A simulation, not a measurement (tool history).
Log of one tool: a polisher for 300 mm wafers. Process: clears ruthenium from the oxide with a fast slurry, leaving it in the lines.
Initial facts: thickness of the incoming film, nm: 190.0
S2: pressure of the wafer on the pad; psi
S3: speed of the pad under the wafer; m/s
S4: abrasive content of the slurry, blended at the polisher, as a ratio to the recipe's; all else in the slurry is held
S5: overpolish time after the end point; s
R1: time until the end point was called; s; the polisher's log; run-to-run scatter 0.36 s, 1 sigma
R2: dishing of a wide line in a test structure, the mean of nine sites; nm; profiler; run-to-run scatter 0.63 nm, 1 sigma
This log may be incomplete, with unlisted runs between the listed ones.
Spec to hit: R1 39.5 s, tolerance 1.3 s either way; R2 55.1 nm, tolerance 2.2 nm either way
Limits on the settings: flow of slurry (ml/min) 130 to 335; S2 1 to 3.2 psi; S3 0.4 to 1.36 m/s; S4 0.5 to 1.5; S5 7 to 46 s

Run 1, hour 0: flow of slurry (ml/min) 215, S2 2.1 psi, S3 0.88 m/s, S4 1, S5 24 s. Result: R1 56.412 s, R2 52.972 nm.
Run 2, hour 6.1: flow of slurry (ml/min) 215, S2 2.2 psi, S3 0.88 m/s, S4 1, S5 23 s. Result: R1 54.199 s, R2 52.402 nm.
Run 3, hour 15.2: flow of slurry (ml/min) 215, S2 2.3 psi, S3 0.88 m/s, S4 1, S5 22 s. Result: R1 52.158 s, R2 53.1 nm.
Run 4, hour 17: flow of slurry (ml/min) 220, S2 2.4 psi, S3 0.88 m/s, S4 1, S5 21 s. Result: R1 49.746 s, R2 51.985 nm.
Run 5, hour 23.6: flow of slurry (ml/min) 220, S2 2.5 psi, S3 0.88 m/s, S4 1, S5 21 s. Result: R1 47.897 s, R2 55.272 nm.
Run 6, hour 28.9: flow of slurry (ml/min) 220, S2 2.5 psi, S3 0.88 m/s, S4 1, S5 20 s. Result: R1 48.698 s, R2 51.695 nm.
Run 7, hour 36.6: flow of slurry (ml/min) 220, S2 2.6 psi, S3 0.88 m/s, S4 1, S5 20 s. Result: R1 45.798 s, R2 52.245 nm.
Run 8, hour 44.4: flow of slurry (ml/min) 225, S2 2.8 psi, S3 0.88 m/s, S4 1, S5 20 s. Result: R1 41.961 s, R2 55.791 nm.
Run 9, hour 46.4: flow of slurry (ml/min) 230, S2 2.9 psi, S3 0.88 m/s, S4 1, S5 19 s. Result: R1 41.024 s, R2 55.162 nm.

Pick the move, out of 5, that brings all results within their allowed miss; only one does.
Run A, hour 48.4: flow of slurry (ml/min) 260, S2 3.1 psi, S3 0.82 m/s, S4 1.15, S5 18 s. Result: R1 ?, R2 ?.
Run B, hour 48.4: flow of slurry (ml/min) 205, S2 3.2 psi, S3 0.8 m/s, S4 0.9, S5 19 s. Result: R1 ?, R2 ?.
Run C, hour 48.4: flow of slurry (ml/min) 235, S2 3 psi, S3 0.86 m/s, S4 1.1, S5 16 s. Result: R1 ?, R2 ?.
Run D, hour 48.4: flow of slurry (ml/min) 275, S2 3 psi, S3 0.96 m/s, S4 0.95, S5 17 s. Result: R1 ?, R2 ?.
Run E, hour 48.4: flow of slurry (ml/min) 230, S2 3 psi, S3 0.98 m/s, S4 0.9, S5 17 s. Result: R1 ?, R2 ?.

move      R1      R2
   A  39.171  54.911
   B  42.989  53.666
   C  39.574  50.826
   D  36.501  55.341
   E  37.065   54.85
A: in spec on every target
B: misses by more than the last run did
C: puts the biggest miss on target and leaves a different result outside tolerance
D: the result that was furthest off in the last run now lies on the other side of its target
E: the result that was furthest off in the last run now lies on the other side of its target
The right move is A.
